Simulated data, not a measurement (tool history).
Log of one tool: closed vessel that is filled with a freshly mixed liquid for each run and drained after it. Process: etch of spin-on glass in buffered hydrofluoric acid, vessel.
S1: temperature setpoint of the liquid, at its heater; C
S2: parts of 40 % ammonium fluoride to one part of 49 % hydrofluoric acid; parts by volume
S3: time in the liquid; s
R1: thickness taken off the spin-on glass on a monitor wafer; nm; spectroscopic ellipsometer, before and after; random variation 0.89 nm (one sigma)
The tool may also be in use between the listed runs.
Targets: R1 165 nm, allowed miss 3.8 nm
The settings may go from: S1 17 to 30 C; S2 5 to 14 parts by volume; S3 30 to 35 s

{"run": 1, "hour": 0.0, "S1": 22, "S2": 8.5, "S3": 35, "R1": 128.5}
{"run": 2, "hour": 4.2, "S1": 22, "S2": 8.5, "S3": 30, "R1": 109.89}
{"run": 3, "hour": 10.5, "S1": 22, "S2": 10, "S3": 30, "R1": 96.716}
{"run": 4, "hour": 14.4, "S1": 22, "S2": 10, "S3": 30, "R1": 97.585}
{"run": 5, "hour": 22.7, "S1": 24.5, "S2": 9.5, "S3": 30, "R1": 115.69}
{"run": 6, "hour": 30.6, "S1": 26, "S2": 9, "S3": 30, "R1": 130.23}
{"run": 7, "hour": 38.8, "S1": 27.5, "S2": 9, "S3": 30, "R1": 140.75}
{"run": 8, "hour": 43.5, "S1": 28.5, "S2": 9, "S3": 30, "R1": 147.2}
{"run": 9, "hour": 47.6, "S1": 29, "S2": 9, "S3": 30, "R1": 150.95}
{"run": 10, "hour": 50.6, "S1": 29.5, "S2": 9, "S3": 30, "R1": 155.74}

Which of these 4 next moves meets every target?
{"run": "A", "hour": 53.6, "S1": 28, "S2": 8, "S3": 30, "R1": "?"}
{"run": "B", "hour": 53.6, "S1": 30, "S2": 10, "S3": 35, "R1": "?"}
{"run": "C", "hour": 53.6, "S1": 30, "S2": 11, "S3": 35, "R1": "?"}
{"run": "D", "hour": 53.6, "S1": 29, "S2": 8, "S3": 30, "R1": "?"}

move=A R1=163.39
move=B R1=174.51
move=C R1=159.07
move=D R1=172.26
A: meets every target
B: takes the result that was furthest off past its target
C: nearer than the last run, and not there yet
D: takes the result that was furthest off past its target
Answer: A
